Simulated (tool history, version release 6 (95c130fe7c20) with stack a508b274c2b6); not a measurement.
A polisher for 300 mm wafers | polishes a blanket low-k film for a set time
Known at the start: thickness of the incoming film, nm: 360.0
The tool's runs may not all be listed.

run  hour  flow of slurry (ml/min)  pressure of the wafer on the pad (kPa)  speed of the pad under the wafer (cm/s)  abrasive content of the slurry  polishing time (s)  film removed (Å)
  1   0.0                      285                                    12.4                                      114                             1.0                 119            479.79
  2   4.4                      285                                    12.4                                       86                             1.0                 119            399.35
  3  10.8                      285                                    12.4                                       86                             1.0                 119            397.60
  4  17.4                      285                                    11.7                                       86                             1.0                 119            374.21
  5  20.1                      285                                    14.5                                       86                             1.0                 119            447.18
  6  27.8                      285                                    14.5                                      104                             1.0                 119            513.88
  7  35.5                      285                                    11.0                                       88                             1.0                 119            366.47

The next listed run, before its measurement:
  8  40.0                      285                                    10.3                                       86                             1.0                 119                 ?

{"run 8": {"film removed (Å)": 338.38}}

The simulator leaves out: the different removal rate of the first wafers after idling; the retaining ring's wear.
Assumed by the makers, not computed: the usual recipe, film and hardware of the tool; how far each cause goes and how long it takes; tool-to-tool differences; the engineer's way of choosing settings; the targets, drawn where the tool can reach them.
